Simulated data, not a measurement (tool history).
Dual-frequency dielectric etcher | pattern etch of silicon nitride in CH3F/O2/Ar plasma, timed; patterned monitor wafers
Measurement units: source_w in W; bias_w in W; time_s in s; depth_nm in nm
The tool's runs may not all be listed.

Run 1, hour 0.0: source_w 350 W, bias_w 67 W, time_s 101.5 s. Result: depth_nm 72.480 nm.
Run 2, hour 4.1: source_w 350 W, bias_w 78 W, time_s 101.5 s. Result: depth_nm 76.667 nm.
Run 3, hour 6.7: source_w 350 W, bias_w 78 W, time_s 106.0 s. Result: depth_nm 79.547 nm.
Run 4, hour 10.5: source_w 300 W, bias_w 78 W, time_s 106.0 s. Result: depth_nm 75.542 nm.
Run 5, hour 11.4: source_w 300 W, bias_w 78 W, time_s 101.5 s. Result: depth_nm 72.389 nm.
Run 6, hour 16.5: source_w 280 W, bias_w 77 W, time_s 101.5 s. Result: depth_nm 70.689 nm.
Run 7, hour 17.4: source_w 270 W, bias_w 76 W, time_s 101.5 s. Result: depth_nm 68.882 nm.
Run 8, hour 18.2: source_w 260 W, bias_w 76 W, time_s 101.5 s. Result: depth_nm 68.822 nm.

What does the tool deliver on the next run?
Run 9, hour 25.6: source_w 220 W, bias_w 74 W, time_s 101.5 s. Result: depth_nm ?.

{"run 9": {"depth_nm": 64.577}}
